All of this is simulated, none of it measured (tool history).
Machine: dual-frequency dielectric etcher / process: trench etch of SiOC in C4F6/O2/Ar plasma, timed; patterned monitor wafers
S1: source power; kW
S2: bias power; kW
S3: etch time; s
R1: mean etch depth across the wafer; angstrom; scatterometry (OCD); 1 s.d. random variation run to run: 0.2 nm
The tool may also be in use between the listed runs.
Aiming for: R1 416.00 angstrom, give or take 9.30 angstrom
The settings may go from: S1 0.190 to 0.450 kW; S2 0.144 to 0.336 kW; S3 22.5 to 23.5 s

Run 1, hour 0.0: S1 0.320 kW, S2 0.240 kW, S3 22.5 s. Result: R1 473.69 angstrom.
Run 2, hour 1.2: S1 0.290 kW, S2 0.240 kW, S3 22.5 s. Result: R1 451.12 angstrom.
Run 3, hour 3.5: S1 0.290 kW, S2 0.269 kW, S3 22.5 s. Result: R1 465.57 angstrom.
Run 4, hour 6.3: S1 0.280 kW, S2 0.268 kW, S3 22.5 s. Result: R1 460.00 angstrom.
Run 5, hour 7.4: S1 0.230 kW, S2 0.268 kW, S3 22.5 s. Result: R1 427.23 angstrom.
Run 6, hour 16.1: S1 0.230 kW, S2 0.307 kW, S3 22.5 s. Result: R1 441.38 angstrom.
Run 7, hour 18.7: S1 0.230 kW, S2 0.306 kW, S3 22.5 s. Result: R1 436.91 angstrom.
Run 8, hour 19.6: S1 0.230 kW, S2 0.305 kW, S3 22.5 s. Result: R1 437.21 angstrom.
Run 9, hour 27.6: S1 0.230 kW, S2 0.304 kW, S3 22.5 s. Result: R1 444.85 angstrom.
Run 10, hour 36.1: S1 0.190 kW, S2 0.283 kW, S3 22.5 s. Result: R1 404.87 angstrom.

Exactly one of the 5 candidate moves below puts every result within its allowed miss. Which one?
Run A, hour 44.6: S1 0.190 kW, S2 0.260 kW, S3 22.5 s. Result: R1 ?.
Run B, hour 44.6: S1 0.190 kW, S2 0.293 kW, S3 23.0 s. Result: R1 ?.
Run C, hour 44.6: S1 0.190 kW, S2 0.280 kW, S3 22.5 s. Result: R1 ?.
Run D, hour 44.6: S1 0.190 kW, S2 0.237 kW, S3 23.0 s. Result: R1 ?.
Run E, hour 44.6: S1 0.190 kW, S2 0.250 kW, S3 22.5 s. Result: R1 ?.

move      R1
   A  397.86
   B  417.29
   C  404.18
   D  399.09
   E  394.65
A: misses by more than the last run did
B: all results in spec
C: misses by more than the last run did
D: misses by more than the last run did
E: misses by more than the last run did
B meets every target.
